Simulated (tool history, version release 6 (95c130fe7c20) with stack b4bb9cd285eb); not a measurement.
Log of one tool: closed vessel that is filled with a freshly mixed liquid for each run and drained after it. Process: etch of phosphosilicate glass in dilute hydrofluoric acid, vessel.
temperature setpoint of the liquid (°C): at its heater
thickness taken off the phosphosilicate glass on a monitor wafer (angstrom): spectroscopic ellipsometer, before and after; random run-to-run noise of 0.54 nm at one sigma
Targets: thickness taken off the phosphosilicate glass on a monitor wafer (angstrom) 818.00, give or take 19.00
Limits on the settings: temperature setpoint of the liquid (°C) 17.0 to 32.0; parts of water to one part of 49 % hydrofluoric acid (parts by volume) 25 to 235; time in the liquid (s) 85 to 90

| run | hour | temperature setpoint of the liquid (°C) | parts of water to one part of 49 % hydrofluoric acid (parts by volume) | time in the liquid (s) | thickness taken off the phosphosilicate glass on a monitor wafer (angstrom) |
|---|---|---|---|---|---|
| 1 | 0.0 | 24.0 | 130 | 85 | 1230.60 |
| 2 | 6.1 | 25.5 | 130 | 85 | 1298.80 |
| 3 | 10.8 | 25.5 | 130 | 90 | 1393.30 |
| 4 | 18.5 | 22.5 | 130 | 90 | 1223.80 |
| 5 | 26.5 | 21.0 | 135 | 90 | 1105.40 |
| 6 | 29.3 | 20.0 | 140 | 90 | 1033.20 |
| 7 | 34.2 | 19.0 | 145 | 90 | 945.59 |
| 8 | 43.1 | 18.5 | 145 | 90 | 934.60 |
| 9 | 44.3 | 18.0 | 150 | 90 | 869.00 |
| 10 | 49.3 | 17.5 | 150 | 90 | 852.39 |
| 11 | 54.3 | 17.0 | 150 | 90 | 842.61 |

5 candidate next runs follow, results not yet known. Just one meets every target within its allowed miss. Identify it.
| A | 59.3 | 19.5 | 165 | 85 | ? |
| B | 59.3 | 18.0 | 165 | 90 | ? |
| C | 59.3 | 17.0 | 145 | 85 | ? |
| D | 59.3 | 20.5 | 165 | 90 | ? |
| E | 59.3 | 17.5 | 140 | 85 | ? |

| move | thickness taken off the phosphosilicate glass on a monitor wafer (angstrom) |
|---|---|
| A | 791.18 |
| B | 789.00 |
| C | 830.19 |
| D | 871.41 |
| E | 882.01 |
A: takes the biggest miss from the last run beyond its target
B: takes the biggest miss from the last run beyond its target
C: all results in spec
D: misses by more than the last run did
E: misses by more than the last run did
C meets every target.

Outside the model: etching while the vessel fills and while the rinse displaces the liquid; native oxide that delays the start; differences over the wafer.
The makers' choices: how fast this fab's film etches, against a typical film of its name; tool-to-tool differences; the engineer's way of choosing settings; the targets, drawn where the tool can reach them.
